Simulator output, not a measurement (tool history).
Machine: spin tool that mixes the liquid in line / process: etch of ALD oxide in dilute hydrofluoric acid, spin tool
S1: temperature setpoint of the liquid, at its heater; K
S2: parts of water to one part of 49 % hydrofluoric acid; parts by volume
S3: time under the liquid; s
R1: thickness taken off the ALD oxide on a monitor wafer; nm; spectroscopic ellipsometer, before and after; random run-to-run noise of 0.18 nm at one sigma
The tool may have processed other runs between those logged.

{"run": 1, "day": 0.0, "S1": 299.15, "S2": 160, "S3": 285, "R1": 29.967}
{"run": 2, "day": 0.088, "S1": 299.15, "S2": 160, "S3": 305, "R1": 32.344}
{"run": 3, "day": 0.292, "S1": 299.15, "S2": 125, "S3": 305, "R1": 42.978}
{"run": 4, "day": 0.529, "S1": 299.15, "S2": 125, "S3": 285, "R1": 40.367}
{"run": 5, "day": 0.575, "S1": 299.15, "S2": 125, "S3": 305, "R1": 43.423}
{"run": 6, "day": 0.808, "S1": 299.15, "S2": 170, "S3": 305, "R1": 30.046}

Predict the results of run 7:
{"run": 7, "day": 0.904, "S1": 299.15, "S2": 170, "S3": 305, "R1": "?"}

{"run 7": {"R1": 30.259}}
